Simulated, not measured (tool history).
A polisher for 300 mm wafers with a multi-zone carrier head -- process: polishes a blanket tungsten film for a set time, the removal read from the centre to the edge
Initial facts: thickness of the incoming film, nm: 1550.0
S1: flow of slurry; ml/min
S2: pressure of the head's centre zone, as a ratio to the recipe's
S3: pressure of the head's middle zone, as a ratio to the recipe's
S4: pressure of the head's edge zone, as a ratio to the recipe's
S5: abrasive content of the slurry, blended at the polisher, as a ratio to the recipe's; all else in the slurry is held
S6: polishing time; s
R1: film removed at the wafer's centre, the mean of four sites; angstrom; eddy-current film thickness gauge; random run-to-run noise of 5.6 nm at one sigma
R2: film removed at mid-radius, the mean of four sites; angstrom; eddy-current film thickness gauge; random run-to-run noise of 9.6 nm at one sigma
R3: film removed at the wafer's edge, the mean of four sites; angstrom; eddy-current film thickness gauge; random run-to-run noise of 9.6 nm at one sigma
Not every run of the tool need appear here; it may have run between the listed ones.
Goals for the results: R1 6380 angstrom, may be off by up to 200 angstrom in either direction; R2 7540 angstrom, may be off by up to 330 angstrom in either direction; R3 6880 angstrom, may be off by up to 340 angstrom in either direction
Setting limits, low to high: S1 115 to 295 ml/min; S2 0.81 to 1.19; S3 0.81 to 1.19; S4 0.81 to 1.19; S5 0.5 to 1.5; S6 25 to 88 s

| run | hour | S1 | S2 | S3 | S4 | S5 | S6 | R1 | R2 | R3 |
|---|---|---|---|---|---|---|---|---|---|---|
| 1 | 0 | 190 | 1 | 1 | 1 | 1 | 56 | 4668.1 | 4706.6 | 4507.9 |
| 2 | 6.4 | 220 | 1 | 1 | 1 | 1 | 56 | 4867.3 | 4699.5 | 4498.7 |
| 3 | 13.2 | 200 | 1 | 1.02 | 1.02 | 1.1 | 59 | 5101.6 | 5174.8 | 4969 |
| 4 | 16.3 | 200 | 1 | 1.02 | 1.02 | 1.3 | 59 | 5302.3 | 5154.7 | 5030.8 |
| 5 | 17.5 | 200 | 1 | 1.02 | 1.02 | 1.45 | 59 | 5458.2 | 5346.5 | 5267.2 |
| 6 | 24.3 | 200 | 0.95 | 1.02 | 1.02 | 1.45 | 59 | 5172.8 | 5481.8 | 5148.1 |
| 7 | 25.6 | 200 | 0.95 | 1.05 | 1.05 | 1.45 | 62 | 5430.3 | 5733.2 | 5542.6 |
| 8 | 32.6 | 205 | 0.94 | 1.07 | 1.05 | 1.45 | 65 | 5738.8 | 6388.2 | 5787.7 |
| 9 | 36.3 | 235 | 0.91 | 1.09 | 1.15 | 1.5 | 71 | 6077.2 | 7155.8 | 6840.9 |
| 10 | 40.7 | 240 | 0.92 | 1.1 | 1.15 | 1.5 | 71 | 6237.6 | 7230.7 | 6686.4 |

Consider the 5 candidate settings below. Which is the only one whose results all fall within their allowed miss of target?
| A | 45.1 | 210 | 0.92 | 1.07 | 1.19 | 1.5 | 69 | ? | ? | ? |
| B | 45.1 | 295 | 0.87 | 0.97 | 1.12 | 1.5 | 74 | ? | ? | ? |
| C | 45.1 | 250 | 0.89 | 1.08 | 1.05 | 1.25 | 73 | ? | ? | ? |
| D | 45.1 | 290 | 0.88 | 1.12 | 1.19 | 1.5 | 69 | ? | ? | ? |
| E | 45.1 | 215 | 0.94 | 1.15 | 1.15 | 1.5 | 72 | ? | ? | ? |

| move | R1 | R2 | R3 |
|---|---|---|---|
| A | 6020.6 | 6627.5 | 6741.5 |
| B | 6423.2 | 6825.6 | 7243.5 |
| C | 6116.5 | 6980.5 | 6567 |
| D | 6046.7 | 7177.6 | 6946.1 |
| E | 6436.1 | 7382.1 | 6921 |
A: misses by more than the last run did
B: misses by more than the last run did
C: misses by more than the last run did
D: misses by more than the last run did
E: in spec on every target
Answer: E

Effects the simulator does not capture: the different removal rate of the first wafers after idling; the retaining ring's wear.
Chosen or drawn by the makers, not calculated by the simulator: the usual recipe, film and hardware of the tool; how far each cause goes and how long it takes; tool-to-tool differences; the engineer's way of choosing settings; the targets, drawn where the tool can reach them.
